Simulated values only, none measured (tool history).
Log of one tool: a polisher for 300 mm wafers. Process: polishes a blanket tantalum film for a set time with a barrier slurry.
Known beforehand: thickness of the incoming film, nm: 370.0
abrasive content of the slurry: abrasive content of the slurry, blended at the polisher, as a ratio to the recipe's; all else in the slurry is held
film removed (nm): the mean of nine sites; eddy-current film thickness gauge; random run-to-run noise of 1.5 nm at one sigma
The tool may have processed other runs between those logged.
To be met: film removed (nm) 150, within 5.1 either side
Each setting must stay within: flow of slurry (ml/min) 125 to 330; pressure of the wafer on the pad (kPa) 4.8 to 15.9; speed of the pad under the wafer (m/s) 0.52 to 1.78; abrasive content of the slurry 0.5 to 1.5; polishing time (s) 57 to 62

run  hour  flow of slurry (ml/min)  pressure of the wafer on the pad (kPa)  speed of the pad under the wafer (m/s)  abrasive content of the slurry  polishing time (s)  film removed (nm)
  1     0                      210                                    10.3                                    1.14                               1                  62             95.716
  2   7.7                      210                                    10.3                                    0.98                               1                  62             85.149
  3  10.3                      210                                      11                                    0.98                               1                  62             91.418
  4  14.4                      210                                    11.7                                    0.98                               1                  62             96.706
  5  22.8                      210                                    12.4                                    0.98                               1                  62             101.63
  6  27.8                      210                                    10.3                                    0.98                               1                  62             85.943
  7  35.5                      210                                      11                                       1                               1                  62             92.985
  8    43                      210                                    11.7                                       1                               1                  62             98.183
  9  43.7                      210                                    12.4                                       1                               1                  62             102.72
 10  47.5                      210                                    12.4                                       1                               1                  62             103.32
 11  51.5                      210                                    13.1                                    1.02                               1                  62             109.39
 12  55.9                      210                                    13.8                                    1.04                               1                  62             115.88
 13  58.8                      210                                    13.8                                    1.06                               1                  62             116.62
 14  62.2                      225                                    15.9                                    1.12                               1                  62             142.44

Exercise: of the 5 proposed moves below, exactly one satisfies all targets within the stated allowed misses. Which move is it?
  A  65.6                      295                                    15.9                                     1.1                            0.85                  61                  ?
  B  65.6                      215                                    15.2                                     1.1                               1                  62                  ?
  C  65.6                      260                                    15.2                                     1.1                             1.1                  58                  ?
  D  65.6                      255                                    15.9                                    1.16                            1.05                  62                  ?
  E  65.6                      205                                    15.9                                    1.08                               1                  62                  ?

move  film removed (nm)
   A             136.14
   B              135.8
   C             133.56
   D              152.6
   E             138.83
A: its largest miss is bigger than the last run's
B: its largest miss is bigger than the last run's
C: its largest miss is bigger than the last run's
D: every result within its allowed miss
E: its largest miss is bigger than the last run's
D is the move that brings every result within its allowed miss.
